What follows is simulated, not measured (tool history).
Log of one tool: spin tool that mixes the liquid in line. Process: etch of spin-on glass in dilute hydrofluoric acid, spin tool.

run	day	temperature setpoint of the liquid (K)	parts of water to one part of 49 % hydrofluoric acid (parts by volume)	time under the liquid (s)	thickness taken off the spin-on glass on a monitor wafer (angstrom)
1	0.000	296.15	55	55	379.66
2	0.083	296.15	55	55	380.58
3	0.412	297.15	55	55	395.58
4	0.533	297.15	55	60	431.72
5	0.833	297.65	55	60	437.90
6	1.154	298.15	55	60	452.14
7	1.388	298.65	55	60	462.14

Forecast run 8:
8	1.421	299.15	55	60	?

Run 8 gave thickness taken off the spin-on glass on a monitor wafer (angstrom) 466.92.

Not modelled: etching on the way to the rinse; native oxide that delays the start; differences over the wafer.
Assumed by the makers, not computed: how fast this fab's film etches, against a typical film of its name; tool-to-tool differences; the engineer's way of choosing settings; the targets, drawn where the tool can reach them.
